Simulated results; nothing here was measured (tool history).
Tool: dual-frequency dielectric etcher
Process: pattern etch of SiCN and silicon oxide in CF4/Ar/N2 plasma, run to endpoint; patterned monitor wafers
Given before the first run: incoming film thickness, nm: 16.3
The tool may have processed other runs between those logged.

run	day	source power (kW)	bias power (kW)	Ar flow (sccm)	CF4 flow (sccm)	endpoint time (s)
1	0.000	0.420	0.053	84	45	23.281
2	0.358	0.420	0.048	84	45	24.704
3	0.658	0.420	0.048	99	45	24.732
4	0.750	0.420	0.048	99	39	25.559
5	0.912	0.420	0.054	99	39	24.232
6	1.221	0.420	0.046	99	39	26.596

Run 7 comes next. What will it give?
7	1.383	0.390	0.046	99	39	?

{"run 7": {"endpoint time (s)": 28.536}}
